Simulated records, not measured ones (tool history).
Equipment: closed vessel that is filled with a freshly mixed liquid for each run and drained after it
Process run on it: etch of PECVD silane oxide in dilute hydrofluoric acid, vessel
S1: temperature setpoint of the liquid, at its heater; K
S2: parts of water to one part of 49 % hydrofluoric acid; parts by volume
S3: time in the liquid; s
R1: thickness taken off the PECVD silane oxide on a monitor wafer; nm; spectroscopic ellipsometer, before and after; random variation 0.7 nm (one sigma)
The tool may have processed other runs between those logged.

run 1 hour=0 | S1=293.15 S2=200 S3=370 | R1=70.706
run 2 hour=3.6 | S1=294.15 S2=185 S3=370 | R1=80.683
run 3 hour=7.3 | S1=295.15 S2=170 S3=370 | R1=92.401
run 4 hour=11.7 | S1=296.65 S2=170 S3=370 | R1=98.598
run 5 hour=12.5 | S1=297.15 S2=160 S3=370 | R1=107.63
run 6 hour=20.7 | S1=298.65 S2=160 S3=370 | R1=114.24
run 7 hour=23.3 | S1=299.15 S2=150 S3=370 | R1=125.81
run 8 hour=29.5 | S1=299.65 S2=145 S3=370 | R1=133.23

What does the tool deliver on the next run?
run 9 hour=30.2 | S1=299.65 S2=140 S3=370 | R1=?

Run 9 came out at R1 137.7 nm.
